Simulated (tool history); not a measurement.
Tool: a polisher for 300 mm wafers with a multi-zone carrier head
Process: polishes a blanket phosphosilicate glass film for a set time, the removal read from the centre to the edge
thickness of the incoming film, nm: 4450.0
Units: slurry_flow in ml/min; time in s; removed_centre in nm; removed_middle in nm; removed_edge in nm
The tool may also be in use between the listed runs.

Run 1, hour 0.0: slurry_flow 280 ml/min, centre_zone 1.00, middle_zone 1.00, edge_zone 1.00, slurry_solids 1.0, time 31 s. Result: removed_centre 310.62 nm, removed_middle 305.21 nm, removed_edge 297.66 nm.
Run 2, hour 1.1: slurry_flow 220 ml/min, centre_zone 1.00, middle_zone 1.00, edge_zone 1.00, slurry_solids 1.0, time 31 s. Result: removed_centre 294.31 nm, removed_middle 302.48 nm, removed_edge 290.40 nm.
Run 3, hour 6.0: slurry_flow 220 ml/min, centre_zone 1.00, middle_zone 1.00, edge_zone 1.00, slurry_solids 1.0, time 37 s. Result: removed_centre 357.67 nm, removed_middle 354.53 nm, removed_edge 348.46 nm.
Run 4, hour 7.1: slurry_flow 230 ml/min, centre_zone 0.98, middle_zone 1.04, edge_zone 1.01, slurry_solids 1.0, time 37 s. Result: removed_centre 351.26 nm, removed_middle 373.29 nm, removed_edge 343.12 nm.
Run 5, hour 12.4: slurry_flow 230 ml/min, centre_zone 0.98, middle_zone 1.04, edge_zone 1.01, slurry_solids 1.0, time 45 s. Result: removed_centre 426.75 nm, removed_middle 447.18 nm, removed_edge 428.64 nm.
Run 6, hour 15.5: slurry_flow 230 ml/min, centre_zone 0.98, middle_zone 1.04, edge_zone 1.01, slurry_solids 0.8, time 45 s. Result: removed_centre 394.86 nm, removed_middle 417.21 nm, removed_edge 391.30 nm.
Run 7, hour 19.2: slurry_flow 225 ml/min, centre_zone 0.96, middle_zone 1.06, edge_zone 1.01, slurry_solids 0.8, time 45 s. Result: removed_centre 386.20 nm, removed_middle 424.01 nm, removed_edge 392.62 nm.

Forecast run 8:
Run 8, hour 20.2: slurry_flow 220 ml/min, centre_zone 0.94, middle_zone 1.08, edge_zone 1.00, slurry_solids 0.8, time 45 s. Result: removed_centre ?, removed_middle ?, removed_edge ?.

{"run 8": {"removed_centre": 380.79, "removed_middle": 426.3, "removed_edge": 389.73}}
